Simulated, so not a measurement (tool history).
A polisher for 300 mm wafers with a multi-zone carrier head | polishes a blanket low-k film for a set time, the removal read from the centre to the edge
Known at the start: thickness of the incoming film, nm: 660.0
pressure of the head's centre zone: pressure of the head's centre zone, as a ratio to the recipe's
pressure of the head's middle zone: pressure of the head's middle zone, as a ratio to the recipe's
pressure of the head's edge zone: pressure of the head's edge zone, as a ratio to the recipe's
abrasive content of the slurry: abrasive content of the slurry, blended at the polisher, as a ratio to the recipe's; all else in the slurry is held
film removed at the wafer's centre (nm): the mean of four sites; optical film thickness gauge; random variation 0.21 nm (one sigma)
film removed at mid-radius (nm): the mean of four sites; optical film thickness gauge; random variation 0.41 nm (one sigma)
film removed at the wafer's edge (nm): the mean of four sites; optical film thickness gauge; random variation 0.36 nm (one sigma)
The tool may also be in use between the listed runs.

| run | hour | flow of slurry (ml/min) | pressure of the head's centre zone | pressure of the head's middle zone | pressure of the head's edge zone | abrasive content of the slurry | polishing time (s) | film removed at the wafer's centre (nm) | film removed at mid-radius (nm) | film removed at the wafer's edge (nm) |
|---|---|---|---|---|---|---|---|---|---|---|
| 1 | 0 | 245 | 1 | 1 | 1 | 1 | 59 | 22.869 | 23.068 | 22.967 |
| 2 | 5.9 | 245 | 1 | 1.06 | 1 | 1 | 59 | 23.121 | 24.435 | 23.263 |
| 3 | 14.7 | 245 | 0.96 | 1.06 | 1 | 1 | 59 | 22.295 | 24.069 | 23.084 |
| 4 | 22.4 | 245 | 0.96 | 1.06 | 1 | 0.8 | 59 | 20.618 | 23.305 | 21.544 |
| 5 | 30.7 | 300 | 0.96 | 1.06 | 1 | 0.8 | 59 | 21.348 | 23.58 | 22.532 |
| 6 | 38.8 | 300 | 0.96 | 1.06 | 1 | 0.95 | 59 | 22.162 | 24.752 | 23.285 |
| 7 | 42.1 | 305 | 0.98 | 1.07 | 1.02 | 1 | 59 | 23.167 | 25.033 | 23.223 |
| 8 | 47.9 | 305 | 0.98 | 1.06 | 1.02 | 1.05 | 61 | 24.041 | 25.53 | 25.199 |
|  | 55.4 | worn pad replaced by a new one |
| 9 | 55.4 | 305 | 0.99 | 1.07 | 1.02 | 1.1 | 62 | 27.262 | 29.379 | 27.135 |
| 10 | 58.3 | 305 | 1 | 1.07 | 1.03 | 1.15 | 62 | 27.818 | 29.592 | 27.552 |

Run 11 comes next. What will it give?
| 11 | 63.2 | 305 | 1.01 | 1.07 | 1.04 | 1.15 | 62 | ? | ? | ? |

Run 11 gave film removed at the wafer's centre (nm) 27.916, film removed at mid-radius (nm) 29.657, film removed at the wafer's edge (nm) 27.739.

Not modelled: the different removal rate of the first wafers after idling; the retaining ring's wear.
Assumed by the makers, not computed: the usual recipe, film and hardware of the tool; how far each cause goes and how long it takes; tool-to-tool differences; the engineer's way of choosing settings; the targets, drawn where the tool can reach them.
